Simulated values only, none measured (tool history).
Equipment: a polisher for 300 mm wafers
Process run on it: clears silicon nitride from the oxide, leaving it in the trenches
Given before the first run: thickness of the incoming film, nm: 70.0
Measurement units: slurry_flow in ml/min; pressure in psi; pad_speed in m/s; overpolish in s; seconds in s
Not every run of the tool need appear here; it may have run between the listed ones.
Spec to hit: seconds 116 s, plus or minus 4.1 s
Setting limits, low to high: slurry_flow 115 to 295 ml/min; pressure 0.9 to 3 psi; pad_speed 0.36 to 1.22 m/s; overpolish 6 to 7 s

| run | hour | slurry_flow | pressure | pad_speed | overpolish | seconds |
|---|---|---|---|---|---|---|
| 1 | 0 | 190 | 1.9 | 0.78 | 7 | 157.31 |
| 2 | 7.1 | 195 | 2.1 | 0.78 | 7 | 149.42 |
| 3 | 10.7 | 195 | 2.1 | 0.78 | 7 | 152.67 |
| 4 | 14.7 | 195 | 2.1 | 0.7 | 7 | 168.21 |
| 5 | 23 | 195 | 1.6 | 0.7 | 7 | 192.37 |
| 6 | 28.8 | 175 | 1.6 | 0.7 | 7 | 199.88 |
| 7 | 32.3 | 190 | 2 | 0.72 | 7 | 168.75 |
| 8 | 37.5 | 195 | 2.3 | 0.74 | 7 | 150.65 |
| 9 | 42.1 | 200 | 2.5 | 0.76 | 7 | 137.25 |
| 10 | 45.2 | 200 | 2.6 | 0.76 | 7 | 134.56 |
| 11 | 51.9 | 200 | 2.7 | 0.76 | 7 | 131.22 |
| 12 | 58.3 | 200 | 2.8 | 0.76 | 7 | 127.55 |
| 13 | 66.7 | 200 | 2.9 | 0.76 | 7 | 124.35 |

Exactly one of the 4 candidate moves below puts every result within its allowed miss. Which one?
| A | 75.1 | 210 | 2.8 | 0.78 | 6 | ? |
| B | 75.1 | 210 | 2.9 | 0.76 | 6 | ? |
| C | 75.1 | 185 | 2.9 | 0.82 | 6 | ? |
| D | 75.1 | 215 | 2.9 | 0.76 | 7 | ? |

| move | seconds |
|---|---|
| A | 123.15 |
| B | 123.23 |
| C | 116.68 |
| D | 122.84 |
A: better than the last run, though not everything is in spec
B: better than the last run, though not everything is in spec
C: each result inside its tolerance
D: better than the last run, though not everything is in spec
C is the move that brings every result within its allowed miss.
